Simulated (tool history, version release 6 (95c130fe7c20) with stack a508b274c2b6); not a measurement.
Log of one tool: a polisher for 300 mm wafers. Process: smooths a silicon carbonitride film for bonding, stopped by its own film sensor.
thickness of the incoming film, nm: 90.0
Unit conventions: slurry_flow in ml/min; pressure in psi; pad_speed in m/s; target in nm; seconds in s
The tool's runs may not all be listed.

Run 1, day 0.000: slurry_flow 235 ml/min, pressure 2.7 psi, pad_speed 0.74 m/s, slurry_solids 1.0, target 63 nm. Result: seconds 95.022 s.
Run 2, day 0.167: slurry_flow 235 ml/min, pressure 2.7 psi, pad_speed 0.74 m/s, slurry_solids 1.0, target 62 nm. Result: seconds 97.913 s.
Run 3, day 0.538: slurry_flow 235 ml/min, pressure 2.7 psi, pad_speed 0.74 m/s, slurry_solids 1.0, target 63 nm. Result: seconds 96.630 s.
Run 4, day 0.888: slurry_flow 185 ml/min, pressure 2.7 psi, pad_speed 0.74 m/s, slurry_solids 1.0, target 63 nm. Result: seconds 98.711 s.
Run 5, day 0.962: slurry_flow 185 ml/min, pressure 2.6 psi, pad_speed 0.74 m/s, slurry_solids 1.0, target 63 nm. Result: seconds 101.020 s.
Run 6, day 1.062: slurry_flow 185 ml/min, pressure 3.1 psi, pad_speed 0.74 m/s, slurry_solids 1.0, target 63 nm. Result: seconds 87.063 s.
Run 7, day 1.142: slurry_flow 185 ml/min, pressure 2.9 psi, pad_speed 0.74 m/s, slurry_solids 1.0, target 63 nm. Result: seconds 90.080 s.

What will run 8 give?
Run 8, day 1.300: slurry_flow 185 ml/min, pressure 2.2 psi, pad_speed 0.64 m/s, slurry_solids 1.0, target 63 nm. Result: seconds ?.

seconds: 133.370 s
